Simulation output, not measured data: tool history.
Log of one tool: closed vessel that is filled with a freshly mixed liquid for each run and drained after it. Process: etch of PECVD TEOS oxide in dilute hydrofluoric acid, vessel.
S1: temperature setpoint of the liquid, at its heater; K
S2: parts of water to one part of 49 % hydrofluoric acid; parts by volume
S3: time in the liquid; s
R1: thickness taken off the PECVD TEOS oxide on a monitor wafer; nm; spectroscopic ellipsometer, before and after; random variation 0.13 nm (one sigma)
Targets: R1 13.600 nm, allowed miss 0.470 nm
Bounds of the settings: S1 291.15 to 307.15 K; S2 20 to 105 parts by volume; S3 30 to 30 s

{"run": 1, "hour": 0.0, "S1": 299.15, "S2": 55, "S3": 30, "R1": 18.607}
{"run": 2, "hour": 7.4, "S1": 298.65, "S2": 55, "S3": 30, "R1": 17.922}
{"run": 3, "hour": 14.8, "S1": 295.65, "S2": 55, "S3": 30, "R1": 15.974}
{"run": 4, "hour": 20.0, "S1": 295.15, "S2": 55, "S3": 30, "R1": 15.832}
{"run": 5, "hour": 29.1, "S1": 297.65, "S2": 55, "S3": 30, "R1": 17.567}
{"run": 6, "hour": 31.3, "S1": 297.15, "S2": 55, "S3": 30, "R1": 17.011}
{"run": 7, "hour": 32.8, "S1": 296.65, "S2": 55, "S3": 30, "R1": 16.366}
{"run": 8, "hour": 36.3, "S1": 292.65, "S2": 55, "S3": 30, "R1": 14.283}

4 next moves are on the table. One of them brings every result within its allowed miss. Which?
{"run": "A", "hour": 39.8, "S1": 293.65, "S2": 55, "S3": 30, "R1": "?"}
{"run": "B", "hour": 39.8, "S1": 293.65, "S2": 60, "S3": 30, "R1": "?"}
{"run": "C", "hour": 39.8, "S1": 292.15, "S2": 60, "S3": 30, "R1": "?"}
{"run": "D", "hour": 39.8, "S1": 291.15, "S2": 50, "S3": 30, "R1": "?"}

move=A R1=14.621
move=B R1=13.322
move=C R1=12.504
move=D R1=14.542
A: further off than the last run
B: meets every target
C: takes the result that was furthest off past its target
D: further off than the last run
Answer: B
